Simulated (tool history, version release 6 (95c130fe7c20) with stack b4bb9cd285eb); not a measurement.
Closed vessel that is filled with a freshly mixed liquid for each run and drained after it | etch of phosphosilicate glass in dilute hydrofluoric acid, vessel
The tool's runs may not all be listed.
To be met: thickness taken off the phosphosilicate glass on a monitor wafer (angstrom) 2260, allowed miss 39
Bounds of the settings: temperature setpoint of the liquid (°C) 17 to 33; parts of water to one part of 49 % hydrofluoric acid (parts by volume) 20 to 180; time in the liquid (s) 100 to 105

run,hour,temperature setpoint of the liquid (°C),parts of water to one part of 49 % hydrofluoric acid (parts by volume),time in the liquid (s),thickness taken off the phosphosilicate glass on a monitor wafer (angstrom)
1,0,25,100,100,1438.1
2,6.1,28,100,100,1599.8
3,10.6,28,115,100,1372.7
4,18.1,29.5,105,100,1603.4
5,24.2,30.5,100,100,1770.4
6,32.1,30.5,100,100,1761.6
7,41.2,30.5,100,100,1767.7
8,50.3,31,95,100,1913
9,53.6,31.5,95,100,1955.6
10,57.2,32,95,100,1984.2
11,60.4,32.5,90,100,2139.1
12,66.4,33,90,100,2180.9
13,68.2,33,85,100,2332.2
14,72.8,33,85,100,2346.9

4 next moves are on the table. One of them brings every result within its allowed miss. Which?
A,77.4,32.5,90,105,?
B,77.4,32.5,85,105,?
C,77.4,33,95,105,?
D,77.4,33,90,100,?

move,thickness taken off the phosphosilicate glass on a monitor wafer (angstrom)
A,2266.4
B,2418.2
C,2170.4
D,2198.7
A: meets every target
B: further off than the last run
C: takes the result that was furthest off past its target
D: takes the result that was furthest off past its target
Move A is the one to make.

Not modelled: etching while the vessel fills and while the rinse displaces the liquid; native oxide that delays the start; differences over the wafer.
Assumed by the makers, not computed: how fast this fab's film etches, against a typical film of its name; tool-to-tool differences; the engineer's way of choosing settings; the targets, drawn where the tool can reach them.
